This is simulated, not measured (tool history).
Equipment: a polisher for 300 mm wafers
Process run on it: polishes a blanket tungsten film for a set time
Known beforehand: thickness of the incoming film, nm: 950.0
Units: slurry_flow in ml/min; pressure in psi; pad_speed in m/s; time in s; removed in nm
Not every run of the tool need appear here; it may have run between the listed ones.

run,day,slurry_flow,pressure,pad_speed,slurry_solids,time,removed
1,0.000,135,3.3,1.18,1.00,57,292.61
2,0.096,135,3.3,1.18,0.90,57,288.62
3,0.462,135,3.3,1.18,0.70,57,267.66
4,0.708,135,3.3,1.18,0.85,57,277.65
5,0.842,155,3.3,1.18,0.85,57,291.63
6,0.996,155,3.3,1.18,0.85,60,303.17
7,1.338,155,3.3,1.18,0.85,60,309.94
8,1.538,150,2.9,1.18,0.85,60,281.55
9,1.775,145,2.6,1.14,0.85,60,247.25
10,1.812,140,2.4,1.12,0.85,60,231.12

Run 11 comes next. What will it give?
11,2.038,135,2.2,1.10,0.85,60,?

For run 11 the tool returned removed 211.32 nm.
